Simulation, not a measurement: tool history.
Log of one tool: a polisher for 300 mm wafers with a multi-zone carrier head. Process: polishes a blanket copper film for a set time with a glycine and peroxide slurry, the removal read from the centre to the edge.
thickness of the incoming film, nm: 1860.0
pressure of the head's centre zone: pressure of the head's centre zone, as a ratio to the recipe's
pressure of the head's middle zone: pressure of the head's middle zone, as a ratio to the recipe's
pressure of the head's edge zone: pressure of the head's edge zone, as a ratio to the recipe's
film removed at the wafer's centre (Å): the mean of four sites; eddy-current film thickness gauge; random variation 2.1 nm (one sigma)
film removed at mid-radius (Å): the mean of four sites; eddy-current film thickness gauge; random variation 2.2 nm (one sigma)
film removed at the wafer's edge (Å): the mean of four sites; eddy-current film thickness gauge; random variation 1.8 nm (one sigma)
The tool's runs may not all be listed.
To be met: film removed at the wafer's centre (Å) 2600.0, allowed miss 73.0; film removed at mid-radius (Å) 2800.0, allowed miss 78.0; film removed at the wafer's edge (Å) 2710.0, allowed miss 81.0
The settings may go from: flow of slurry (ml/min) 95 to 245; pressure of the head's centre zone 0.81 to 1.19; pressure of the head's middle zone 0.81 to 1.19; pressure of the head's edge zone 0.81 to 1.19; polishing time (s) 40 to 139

run,hour,flow of slurry (ml/min),pressure of the head's centre zone,pressure of the head's middle zone,pressure of the head's edge zone,polishing time (s),film removed at the wafer's centre (Å),film removed at mid-radius (Å),film removed at the wafer's edge (Å)
1,0.0,155,1.00,1.00,1.00,89,4897.8,4869.5,4651.9
2,7.1,155,1.00,1.00,0.96,89,4862.2,4792.3,4569.9
3,15.1,155,1.00,0.96,0.96,89,4848.1,4682.0,4586.6
4,15.8,155,1.00,0.96,0.99,89,4852.4,4627.4,4608.7
5,23.6,155,0.96,0.96,0.99,89,4630.1,4574.0,4642.6
6,30.8,150,0.94,0.97,0.95,77,3961.3,4028.0,3911.7
7,35.3,140,0.91,0.96,0.92,70,3377.7,3589.7,3471.6
8,42.7,135,0.90,0.94,0.89,66,3165.8,3358.9,3194.4
9,47.3,125,0.88,0.92,0.87,64,2936.5,3076.7,3042.0
10,56.0,120,0.87,0.92,0.85,63,2827.3,3028.3,2954.9

5 next moves are on the table. One of them brings every result within its allowed miss. Which?
A,64.7,165,0.99,0.81,0.84,58,?,?,?
B,64.7,155,0.84,1.16,0.81,57,?,?,?
C,64.7,130,0.86,0.91,0.84,57,?,?,?
D,64.7,105,0.90,1.04,0.81,71,?,?,?
E,64.7,100,0.84,1.04,0.83,66,?,?,?

move,film removed at the wafer's centre (Å),film removed at mid-radius (Å),film removed at the wafer's edge (Å)
A,3186.5,2779.8,2856.2
B,2640.4,3420.4,2732.1
C,2582.8,2796.8,2704.3
D,3148.5,3588.5,3184.3
E,2690.0,3285.9,2958.3
A: further off than the last run
B: brings the result that was furthest off to its target, and leaves another outside
C: meets every target
D: further off than the last run
E: further off than the last run
Move C is the one to make.

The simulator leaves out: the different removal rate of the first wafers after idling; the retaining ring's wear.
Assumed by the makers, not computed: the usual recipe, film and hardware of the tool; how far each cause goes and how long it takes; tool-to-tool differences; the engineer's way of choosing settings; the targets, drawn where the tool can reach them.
